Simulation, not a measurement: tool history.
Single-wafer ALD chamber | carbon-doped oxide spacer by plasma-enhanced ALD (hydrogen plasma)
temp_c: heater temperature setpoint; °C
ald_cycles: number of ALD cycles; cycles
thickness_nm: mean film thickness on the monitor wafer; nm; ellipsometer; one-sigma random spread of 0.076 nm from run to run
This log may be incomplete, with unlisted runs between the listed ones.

run 1 hour=0.0 | temp_c=395 ald_cycles=467 | thickness_nm=22.707
run 2 hour=2.5 | temp_c=395 ald_cycles=419 | thickness_nm=20.477
run 3 hour=8.0 | temp_c=395 ald_cycles=451 | thickness_nm=22.004
run 4 hour=12.3 | temp_c=399 ald_cycles=451 | thickness_nm=21.980
run 5 hour=15.6 | temp_c=405 ald_cycles=451 | thickness_nm=22.102
run 6 hour=21.8 | temp_c=416 ald_cycles=451 | thickness_nm=21.255
run 7 hour=24.1 | temp_c=410 ald_cycles=473 | thickness_nm=22.810

Run 8 comes next. What will it give?
run 8 hour=25.8 | temp_c=409 ald_cycles=488 | thickness_nm=?

thickness_nm: 23.586 nm
